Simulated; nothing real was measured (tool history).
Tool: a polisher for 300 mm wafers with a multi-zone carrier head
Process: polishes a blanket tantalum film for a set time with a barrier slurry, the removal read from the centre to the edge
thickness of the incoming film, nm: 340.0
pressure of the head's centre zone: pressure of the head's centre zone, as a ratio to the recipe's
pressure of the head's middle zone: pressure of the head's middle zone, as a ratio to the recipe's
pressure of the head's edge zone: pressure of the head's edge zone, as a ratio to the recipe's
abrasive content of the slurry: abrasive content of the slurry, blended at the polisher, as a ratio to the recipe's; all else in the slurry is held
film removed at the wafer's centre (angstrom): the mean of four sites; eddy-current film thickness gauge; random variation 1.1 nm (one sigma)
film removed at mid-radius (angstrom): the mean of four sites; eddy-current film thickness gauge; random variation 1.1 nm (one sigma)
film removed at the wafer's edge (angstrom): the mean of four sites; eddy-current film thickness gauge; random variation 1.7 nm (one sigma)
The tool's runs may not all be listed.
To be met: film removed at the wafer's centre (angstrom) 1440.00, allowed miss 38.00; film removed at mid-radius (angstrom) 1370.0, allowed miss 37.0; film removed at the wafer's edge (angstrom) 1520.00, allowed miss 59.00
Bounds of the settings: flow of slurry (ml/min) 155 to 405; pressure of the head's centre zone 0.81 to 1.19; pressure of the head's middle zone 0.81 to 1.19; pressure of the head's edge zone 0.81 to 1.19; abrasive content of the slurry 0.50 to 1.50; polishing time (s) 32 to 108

run,hour,flow of slurry (ml/min),pressure of the head's centre zone,pressure of the head's middle zone,pressure of the head's edge zone,abrasive content of the slurry,polishing time (s),film removed at the wafer's centre (angstrom),film removed at mid-radius (angstrom),film removed at the wafer's edge (angstrom)
1,0.0,260,1.00,1.00,1.00,1.00,70,1198.10,1247.7,1152.50
2,7.4,260,0.92,1.00,1.00,1.00,70,1094.80,1243.2,1153.70
3,12.1,260,0.97,1.00,1.00,1.00,70,1156.60,1236.5,1132.40
4,18.7,265,0.97,0.97,1.05,1.15,71,1225.80,1311.3,1265.90
5,25.9,265,0.97,0.97,1.05,1.15,57,994.87,1042.1,996.78
6,28.8,220,0.97,0.97,1.05,1.15,57,976.52,1028.4,998.55
# hour 32.9: edge zone pressure recalibrated
7,32.9,210,0.99,0.95,1.08,1.25,61,1077.40,1097.4,1108.10
8,39.1,210,0.99,0.95,1.08,1.25,61,1067.70,1090.8,1121.00
9,40.3,195,1.02,0.95,1.10,1.30,64,1165.60,1141.4,1181.90
10,47.4,205,1.02,0.94,1.12,1.35,66,1214.80,1196.9,1239.40
11,54.1,200,1.02,0.93,1.13,1.40,69,1289.10,1262.8,1320.50
12,54.6,205,1.02,0.91,1.15,1.45,71,1343.00,1278.4,1389.30
13,62.2,210,1.02,0.91,1.16,1.45,72,1366.50,1301.6,1408.70
14,67.1,210,1.02,0.91,1.16,1.45,72,1352.40,1308.5,1408.30
15,70.5,210,1.02,0.90,1.17,1.45,73,1374.10,1320.5,1447.60
16,71.8,215,1.02,0.90,1.18,1.45,73,1387.50,1307.7,1456.20
17,78.9,220,1.02,0.90,1.18,1.45,73,1400.60,1308.2,1456.90

4 next moves are on the table. One of them brings every result within its allowed miss. Which?
A,86.0,210,1.03,0.92,1.15,1.35,72,?,?,?
B,86.0,245,0.99,0.88,1.15,1.45,76,?,?,?
C,86.0,200,0.98,0.85,1.19,1.45,74,?,?,?
D,86.0,295,1.08,0.96,1.13,1.25,73,?,?,?

move,film removed at the wafer's centre (angstrom),film removed at mid-radius (angstrom),film removed at the wafer's edge (angstrom)
A,1336.70,1295.9,1385.70
B,1415.80,1373.8,1516.20
C,1319.00,1261.4,1461.00
D,1460.50,1390.9,1411.00
A: further off than the last run
B: meets every target
C: further off than the last run
D: brings the result that was furthest off to its target, and leaves another outside
The right move is B.
